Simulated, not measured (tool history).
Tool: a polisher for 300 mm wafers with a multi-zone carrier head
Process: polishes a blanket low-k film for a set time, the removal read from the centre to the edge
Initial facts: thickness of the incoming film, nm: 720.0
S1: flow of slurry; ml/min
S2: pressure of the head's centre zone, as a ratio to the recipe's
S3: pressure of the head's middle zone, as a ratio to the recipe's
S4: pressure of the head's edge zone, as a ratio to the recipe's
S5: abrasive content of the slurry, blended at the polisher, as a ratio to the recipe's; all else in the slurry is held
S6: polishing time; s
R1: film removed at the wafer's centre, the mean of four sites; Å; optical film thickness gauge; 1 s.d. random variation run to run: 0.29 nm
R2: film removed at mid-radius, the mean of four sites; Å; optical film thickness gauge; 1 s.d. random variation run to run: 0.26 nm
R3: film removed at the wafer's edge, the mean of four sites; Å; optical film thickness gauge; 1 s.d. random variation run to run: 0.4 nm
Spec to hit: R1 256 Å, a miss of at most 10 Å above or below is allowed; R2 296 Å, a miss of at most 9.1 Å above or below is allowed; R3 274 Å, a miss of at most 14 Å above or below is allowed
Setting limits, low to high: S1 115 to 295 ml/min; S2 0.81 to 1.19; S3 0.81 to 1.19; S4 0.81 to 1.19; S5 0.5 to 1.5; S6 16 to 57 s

run    day   S1    S2    S3    S4    S5  S6      R1      R2      R3
  1      0  190     1     1     1     1  36  181.63  188.44  183.02
  2  0.062  165     1     1     1     1  36  180.06  186.29  184.13
  3  0.425  160     1  1.04  1.02  1.15  37  194.82  207.96  201.51
  4  0.767  145     1  1.04  1.02  1.15  37  188.02   210.5     205
  5  0.912  145     1  1.04  1.02  1.15  32  170.84  180.96   170.6
     1.125  -- worn pad replaced by a new one
  6  1.125  145     1  1.07  1.02  1.15  32  191.68  211.87  202.22
  7  1.154  160  1.01   1.1  1.02  1.15  32  197.31  217.17  198.85
  8  1.275  160  1.02  1.12  1.05  1.25  33  211.37  240.69  219.13
  9  1.642  160  1.04  1.14  1.09   1.3  33  214.89   245.5  222.64
 10  1.971  160  1.05  1.15  1.11  1.35  34  226.15  256.89  237.67
 11  2.338  175  1.05  1.16  1.13   1.4  34  235.99   262.8  243.31
 12  2.562  175  1.05  1.16  1.13  1.45  35  242.68  273.91  261.96
 13  2.688  175  1.05  1.17  1.12  1.45  35  239.69  278.73   253.4
 14  2.775  175  1.05  1.17  1.13  1.45  35  246.64  279.76  251.44

Next run, 4 choices. One meets every target within its allowed miss, the rest don't. Which?
  A  2.862  230  1.03  1.17  1.16  1.45  36   ?   ?   ?
  B  2.862  190  1.19  1.19  1.11   1.1  35   ?   ?   ?
  C  2.862  165  1.08  1.16  1.09   1.4  33   ?   ?   ?
  D  2.862  200  1.12   1.1  1.14  1.45  35   ?   ?   ?

move      R1      R2      R3
   A  257.39  296.54   269.6
   B  240.97  256.28  225.86
   C  232.11   258.4  231.24
   D  260.53  270.76  257.65
A: hits every target within its allowed miss
B: lands further from the targets than the last run did
C: lands further from the targets than the last run did
D: lands further from the targets than the last run did
The move that meets every target is A.
